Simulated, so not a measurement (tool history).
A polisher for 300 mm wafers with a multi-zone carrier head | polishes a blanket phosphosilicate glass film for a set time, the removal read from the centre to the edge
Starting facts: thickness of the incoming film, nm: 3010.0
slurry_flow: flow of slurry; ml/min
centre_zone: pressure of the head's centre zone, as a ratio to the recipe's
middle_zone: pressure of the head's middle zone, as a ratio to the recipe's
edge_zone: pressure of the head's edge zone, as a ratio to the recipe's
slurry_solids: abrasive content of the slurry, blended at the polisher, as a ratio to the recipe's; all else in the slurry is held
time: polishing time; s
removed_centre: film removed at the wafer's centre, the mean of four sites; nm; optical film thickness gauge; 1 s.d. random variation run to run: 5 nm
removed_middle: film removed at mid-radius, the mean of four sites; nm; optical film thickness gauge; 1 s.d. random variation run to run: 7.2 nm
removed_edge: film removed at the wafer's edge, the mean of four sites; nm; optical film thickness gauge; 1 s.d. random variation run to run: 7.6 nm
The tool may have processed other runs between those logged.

run 1 hour=0 | slurry_flow=180 centre_zone=1 middle_zone=1 edge_zone=1 slurry_solids=1 time=79 | removed_centre=797.97 removed_middle=816.93 removed_edge=828.28
run 2 hour=3 | slurry_flow=180 centre_zone=1 middle_zone=1 edge_zone=1 slurry_solids=0.9 time=79 | removed_centre=766.58 removed_middle=789.35 removed_edge=787.13
run 3 hour=8 | slurry_flow=180 centre_zone=0.94 middle_zone=1 edge_zone=1 slurry_solids=0.9 time=79 | removed_centre=726.84 removed_middle=793.15 removed_edge=793.93
run 4 hour=16.2 | slurry_flow=180 centre_zone=0.94 middle_zone=1 edge_zone=0.94 slurry_solids=0.9 time=79 | removed_centre=733.39 removed_middle=812.66 removed_edge=759.45
run 5 hour=25.1 | slurry_flow=175 centre_zone=0.94 middle_zone=0.99 edge_zone=0.94 slurry_solids=0.9 time=79 | removed_centre=722.82 removed_middle=800.49 removed_edge=768.33
run 6 hour=34 | slurry_flow=170 centre_zone=0.94 middle_zone=0.98 edge_zone=0.94 slurry_solids=0.9 time=79 | removed_centre=726.11 removed_middle=776.42 removed_edge=767.53
run 7 hour=39 | slurry_flow=165 centre_zone=0.94 middle_zone=0.98 edge_zone=0.93 slurry_solids=0.9 time=79 | removed_centre=730.01 removed_middle=774.35 removed_edge=766.24
run 8 hour=41.4 | slurry_flow=160 centre_zone=0.94 middle_zone=0.98 edge_zone=0.92 slurry_solids=0.9 time=79 | removed_centre=716.38 removed_middle=768.17 removed_edge=746.72
run 9 hour=43.9 | slurry_flow=155 centre_zone=0.94 middle_zone=0.98 edge_zone=0.92 slurry_solids=0.9 time=79 | removed_centre=709.54 removed_middle=764.15 removed_edge=767.06

Run 10 is up next; what results do you expect?
run 10 hour=48.9 | slurry_flow=155 centre_zone=0.94 middle_zone=0.98 edge_zone=0.91 slurry_solids=0.9 time=79 | removed_centre=? removed_middle=? removed_edge=?

removed_centre: 716.74 nm
removed_middle: 762.33 nm
removed_edge: 755.9 nm

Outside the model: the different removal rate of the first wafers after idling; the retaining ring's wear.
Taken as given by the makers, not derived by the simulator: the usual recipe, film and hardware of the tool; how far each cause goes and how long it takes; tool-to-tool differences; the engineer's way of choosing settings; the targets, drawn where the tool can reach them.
